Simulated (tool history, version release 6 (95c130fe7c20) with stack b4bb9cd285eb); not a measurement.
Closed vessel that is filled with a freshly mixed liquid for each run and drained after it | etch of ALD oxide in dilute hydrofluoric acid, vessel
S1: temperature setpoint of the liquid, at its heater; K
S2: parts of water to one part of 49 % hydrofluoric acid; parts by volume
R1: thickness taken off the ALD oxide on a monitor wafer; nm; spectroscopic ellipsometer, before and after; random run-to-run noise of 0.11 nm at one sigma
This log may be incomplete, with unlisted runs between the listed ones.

Run 1, hour 0: S1 298.15 K, S2 165 parts by volume, time in the liquid (s) 140. Result: R1 21.689 nm.
Run 2, hour 8.6: S1 296.15 K, S2 180 parts by volume, time in the liquid (s) 140. Result: R1 18.132 nm.
Run 3, hour 10.9: S1 294.65 K, S2 190 parts by volume, time in the liquid (s) 140. Result: R1 15.697 nm.
Run 4, hour 13.7: S1 294.65 K, S2 155 parts by volume, time in the liquid (s) 140. Result: R1 20.16 nm.
Run 5, hour 16.3: S1 294.65 K, S2 200 parts by volume, time in the liquid (s) 140. Result: R1 14.998 nm.
Run 6, hour 24.9: S1 293.65 K, S2 205 parts by volume, time in the liquid (s) 140. Result: R1 13.88 nm.

The next listed run, before its measurement:
At hour 30.6: hydrofluoric acid flow meter replaced.
Run 7, hour 30.6: S1 292.65 K, S2 210 parts by volume, time in the liquid (s) 140. Result: R1 ?.

{"run 7": {"R1": 14.747}}
